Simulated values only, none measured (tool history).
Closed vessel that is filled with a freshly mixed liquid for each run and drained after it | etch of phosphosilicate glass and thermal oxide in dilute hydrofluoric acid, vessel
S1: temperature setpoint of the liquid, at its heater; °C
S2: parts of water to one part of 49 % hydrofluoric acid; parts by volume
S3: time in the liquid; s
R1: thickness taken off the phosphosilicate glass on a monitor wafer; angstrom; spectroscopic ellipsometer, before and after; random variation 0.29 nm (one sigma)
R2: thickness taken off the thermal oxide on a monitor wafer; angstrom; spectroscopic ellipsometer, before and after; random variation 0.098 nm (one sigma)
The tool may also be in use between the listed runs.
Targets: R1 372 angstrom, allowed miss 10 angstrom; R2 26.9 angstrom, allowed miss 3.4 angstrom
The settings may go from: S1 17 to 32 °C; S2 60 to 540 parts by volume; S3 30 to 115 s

| run | hour | S1 | S2 | S3 | R1 | R2 |
|---|---|---|---|---|---|---|
| 1 | 0 | 24 | 300 | 60 | 104.92 | 7.1865 |
| 2 | 6.5 | 24 | 225 | 60 | 152.73 | 11.264 |
| 3 | 13.8 | 26 | 195 | 60 | 193.52 | 13.091 |
| 4 | 15.3 | 26.5 | 165 | 60 | 242.92 | 17.121 |
| 5 | 24.2 | 27.5 | 155 | 60 | 272.81 | 19.038 |
| 6 | 31.2 | 27.5 | 60 | 60 | 778.44 | 53.627 |
| 7 | 34.4 | 27 | 80 | 60 | 572.76 | 42.205 |
| 8 | 40.8 | 27 | 90 | 60 | 493.73 | 36.554 |
| 9 | 41.6 | 27 | 100 | 60 | 438.79 | 32.262 |
| 10 | 45.3 | 27 | 105 | 60 | 419.63 | 28.632 |
| 11 | 50.9 | 26.5 | 110 | 60 | 389.67 | 27.952 |

5 next moves are on the table. One of them brings every result within its allowed miss. Which?
| A | 56.5 | 27 | 200 | 115 | ? | ? |
| B | 56.5 | 31 | 105 | 50 | ? | ? |
| C | 56.5 | 23.5 | 90 | 55 | ? | ? |
| D | 56.5 | 32 | 120 | 55 | ? | ? |
| E | 56.5 | 25.5 | 130 | 80 | ? | ? |

| move | R1 | R2 |
|---|---|---|
| A | 369.44 | 26.96 |
| B | 399.56 | 29.159 |
| C | 391.82 | 28.594 |
| D | 390.41 | 28.491 |
| E | 406.31 | 29.651 |
A: meets every target
B: further off than the last run
C: further off than the last run
D: as far off as the last run
E: further off than the last run
Move A is the one to make.
